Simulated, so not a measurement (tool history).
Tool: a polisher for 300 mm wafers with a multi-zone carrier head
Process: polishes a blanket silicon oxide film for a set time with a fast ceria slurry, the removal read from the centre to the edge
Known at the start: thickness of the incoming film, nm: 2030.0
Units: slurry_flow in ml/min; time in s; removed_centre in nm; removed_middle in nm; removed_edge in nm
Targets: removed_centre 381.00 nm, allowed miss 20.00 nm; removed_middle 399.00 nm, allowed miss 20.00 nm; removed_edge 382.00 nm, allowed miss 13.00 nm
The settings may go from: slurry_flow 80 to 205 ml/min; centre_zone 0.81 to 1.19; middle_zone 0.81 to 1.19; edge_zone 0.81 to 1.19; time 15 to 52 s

| run | day | slurry_flow | centre_zone | middle_zone | edge_zone | time | removed_centre | removed_middle | removed_edge |
|---|---|---|---|---|---|---|---|---|---|
| 1 | 0.000 | 135 | 1.00 | 1.00 | 1.00 | 33 | 647.32 | 629.01 | 639.54 |
| 2 | 0.038 | 135 | 1.00 | 1.00 | 1.00 | 26 | 497.20 | 486.34 | 484.42 |
| 3 | 0.212 | 130 | 0.98 | 0.99 | 0.97 | 25 | 473.61 | 476.63 | 464.10 |
| 4 | 0.312 | 125 | 0.97 | 0.98 | 0.96 | 24 | 436.61 | 434.50 | 443.89 |
| 5 | 0.546 | 105 | 0.97 | 0.98 | 0.96 | 24 | 435.23 | 424.35 | 431.86 |
| 6 | 0.596 | 105 | 0.97 | 0.98 | 0.96 | 27 | 472.96 | 462.45 | 495.69 |
| 7 | 0.679 | 110 | 0.96 | 0.99 | 0.95 | 25 | 456.43 | 450.70 | 460.31 |
| 8 | 0.933 | 120 | 0.95 | 0.99 | 0.95 | 23 | 422.26 | 419.58 | 418.25 |
| 9 | 1.250 | 120 | 0.93 | 1.00 | 0.94 | 23 | 406.51 | 424.50 | 418.75 |

4 next moves are on the table. One of them brings every result within its allowed miss. Which?
| A | 1.567 | 100 | 0.99 | 1.08 | 0.99 | 21 | ? | ? | ? |
| B | 1.567 | 165 | 0.98 | 1.13 | 0.88 | 20 | ? | ? | ? |
| C | 1.567 | 100 | 0.81 | 0.98 | 1.05 | 25 | ? | ? | ? |
| D | 1.567 | 115 | 1.01 | 1.07 | 0.93 | 22 | ? | ? | ? |

| move | removed_centre | removed_middle | removed_edge |
|---|---|---|---|
| A | 387.57 | 396.83 | 378.62 |
| B | 404.57 | 429.57 | 363.08 |
| C | 376.59 | 435.44 | 464.48 |
| D | 427.57 | 423.94 | 392.50 |
A: meets every target
B: takes the result that was furthest off past its target
C: further off than the last run
D: brings the result that was furthest off to its target, and leaves another outside
Move A is the one to make.
